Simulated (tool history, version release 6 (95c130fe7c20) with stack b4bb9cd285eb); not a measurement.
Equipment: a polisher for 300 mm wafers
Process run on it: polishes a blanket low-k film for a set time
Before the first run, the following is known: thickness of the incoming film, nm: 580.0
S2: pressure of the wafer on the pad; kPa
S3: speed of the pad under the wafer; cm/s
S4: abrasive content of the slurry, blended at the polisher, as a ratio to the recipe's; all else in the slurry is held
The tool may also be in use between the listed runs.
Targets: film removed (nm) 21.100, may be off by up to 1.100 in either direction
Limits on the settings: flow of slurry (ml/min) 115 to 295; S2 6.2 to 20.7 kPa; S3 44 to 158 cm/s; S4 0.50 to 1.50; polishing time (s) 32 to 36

run 1 hour=0.0 | flow_of_slurry_(ml/min)=190 S2=13.1 S3=100 S4=1.00 polishing_time_(s)=36 | film_removed_(nm)=13.894
run 2 hour=8.0 | flow_of_slurry_(ml/min)=190 S2=14.5 S3=102 S4=1.00 polishing_time_(s)=36 | film_removed_(nm)=15.143
run 3 hour=11.3 | flow_of_slurry_(ml/min)=190 S2=14.5 S3=102 S4=1.00 polishing_time_(s)=32 | film_removed_(nm)=13.545
run 4 hour=16.7 | flow_of_slurry_(ml/min)=230 S2=14.5 S3=102 S4=1.00 polishing_time_(s)=32 | film_removed_(nm)=13.811
run 5 hour=19.6 | flow_of_slurry_(ml/min)=230 S2=15.9 S3=106 S4=1.00 polishing_time_(s)=32 | film_removed_(nm)=15.422
run 6 hour=27.7 | flow_of_slurry_(ml/min)=230 S2=15.9 S3=106 S4=0.90 polishing_time_(s)=32 | film_removed_(nm)=14.406
-- hour=30.3 worn pad replaced by a new one
run 7 hour=30.3 | flow_of_slurry_(ml/min)=230 S2=17.2 S3=110 S4=0.90 polishing_time_(s)=32 | film_removed_(nm)=17.618
run 8 hour=33.5 | flow_of_slurry_(ml/min)=230 S2=17.9 S3=110 S4=0.90 polishing_time_(s)=32 | film_removed_(nm)=18.022
run 9 hour=35.2 | flow_of_slurry_(ml/min)=230 S2=18.6 S3=110 S4=0.90 polishing_time_(s)=32 | film_removed_(nm)=19.170
run 10 hour=36.7 | flow_of_slurry_(ml/min)=230 S2=19.3 S3=110 S4=0.90 polishing_time_(s)=32 | film_removed_(nm)=19.366

Of the 5 settings listed for the next run, only one would bring every result within its allowed miss of target. Which one?
run A hour=38.2 | flow_of_slurry_(ml/min)=195 S2=18.6 S3=110 S4=1.10 polishing_time_(s)=35 | film_removed_(nm)=?
run B hour=38.2 | flow_of_slurry_(ml/min)=250 S2=20.7 S3=110 S4=0.85 polishing_time_(s)=33 | film_removed_(nm)=?
run C hour=38.2 | flow_of_slurry_(ml/min)=230 S2=20.7 S3=112 S4=0.95 polishing_time_(s)=36 | film_removed_(nm)=?
run D hour=38.2 | flow_of_slurry_(ml/min)=280 S2=20.7 S3=118 S4=0.80 polishing_time_(s)=36 | film_removed_(nm)=?
run E hour=38.2 | flow_of_slurry_(ml/min)=235 S2=19.3 S3=116 S4=0.90 polishing_time_(s)=36 | film_removed_(nm)=?

move=A film_removed_(nm)=22.773
move=B film_removed_(nm)=20.815
move=C film_removed_(nm)=24.508
move=D film_removed_(nm)=23.270
move=E film_removed_(nm)=22.926
A: pushes the last run's worst result past its target
B: each result inside its tolerance
C: pushes the last run's worst result past its target
D: pushes the last run's worst result past its target
E: pushes the last run's worst result past its target
B is the move that brings every result within its allowed miss.

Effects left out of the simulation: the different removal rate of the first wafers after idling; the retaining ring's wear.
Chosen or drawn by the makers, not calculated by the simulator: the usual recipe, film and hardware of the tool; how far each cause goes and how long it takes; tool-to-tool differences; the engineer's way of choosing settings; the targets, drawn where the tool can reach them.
